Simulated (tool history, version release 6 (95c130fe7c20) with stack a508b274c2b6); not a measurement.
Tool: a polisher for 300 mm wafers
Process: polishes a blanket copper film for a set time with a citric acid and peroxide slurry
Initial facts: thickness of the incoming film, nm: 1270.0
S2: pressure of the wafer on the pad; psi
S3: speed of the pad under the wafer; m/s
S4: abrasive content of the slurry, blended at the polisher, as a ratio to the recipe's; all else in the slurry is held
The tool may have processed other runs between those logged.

{"run": 1, "hour": 0.0, "flow of slurry (ml/min)": 125, "S2": 3.4, "S3": 1.1, "S4": 1, "polishing time (s)": 39, "film removed (nm)": 105.29}
{"run": 2, "hour": 4.2, "flow of slurry (ml/min)": 125, "S2": 3.6, "S3": 1.1, "S4": 1, "polishing time (s)": 39, "film removed (nm)": 110.69}
{"run": 3, "hour": 8.5, "flow of slurry (ml/min)": 125, "S2": 3.6, "S3": 0.92, "S4": 1, "polishing time (s)": 39, "film removed (nm)": 91.688}
{"run": 4, "hour": 15.2, "flow of slurry (ml/min)": 130, "S2": 3.8, "S3": 0.92, "S4": 1, "polishing time (s)": 39, "film removed (nm)": 98.516}
{"run": 5, "hour": 20.2, "flow of slurry (ml/min)": 130, "S2": 4.4, "S3": 0.92, "S4": 1, "polishing time (s)": 39, "film removed (nm)": 116.32}
{"run": 6, "hour": 22.9, "flow of slurry (ml/min)": 130, "S2": 4.5, "S3": 0.92, "S4": 1, "polishing time (s)": 39, "film removed (nm)": 118.38}

Predict the results of run 7:
{"run": 7, "hour": 23.9, "flow of slurry (ml/min)": 130, "S2": 4.6, "S3": 0.92, "S4": 1, "polishing time (s)": 39, "film removed (nm)": "?"}

Logged for run 7: film removed (nm) 117.69.
